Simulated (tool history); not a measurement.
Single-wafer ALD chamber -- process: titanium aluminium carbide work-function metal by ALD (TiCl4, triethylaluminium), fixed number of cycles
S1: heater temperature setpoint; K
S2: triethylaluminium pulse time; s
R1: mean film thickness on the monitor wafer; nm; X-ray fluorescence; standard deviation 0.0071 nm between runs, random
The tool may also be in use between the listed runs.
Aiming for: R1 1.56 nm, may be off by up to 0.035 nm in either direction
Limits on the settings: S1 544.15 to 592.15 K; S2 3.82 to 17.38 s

run  hour      S1    S2      R1
  1     0  568.15  10.6   1.855
  2     9  564.15  9.38  1.7963
  3  11.6  564.15  8.05   1.758
  4  19.6  561.15  7.46  1.7088
  5    25  569.15  7.46  1.7776
  6  29.4  573.15  7.46  1.8259
  7  31.5  569.15  6.97  1.7605
  8    35  566.15  6.58  1.7223

5 next moves are on the table. One of them brings every result within its allowed miss. Which?
  A  38.5  567.15  3.82   ?
  B  38.5  564.15  4.81   ?
  C  38.5  545.15  5.38   ?
  D  38.5  568.15  3.82   ?
  E  38.5  565.15  3.82   ?

move      R1
   A  1.4781
   B  1.5655
   C  1.4593
   D  1.4856
   E  1.4632
A: takes the biggest miss from the last run beyond its target
B: hits every target within its allowed miss
C: takes the biggest miss from the last run beyond its target
D: takes the biggest miss from the last run beyond its target
E: takes the biggest miss from the last run beyond its target
So the answer is move B, the one that meets all the targets.
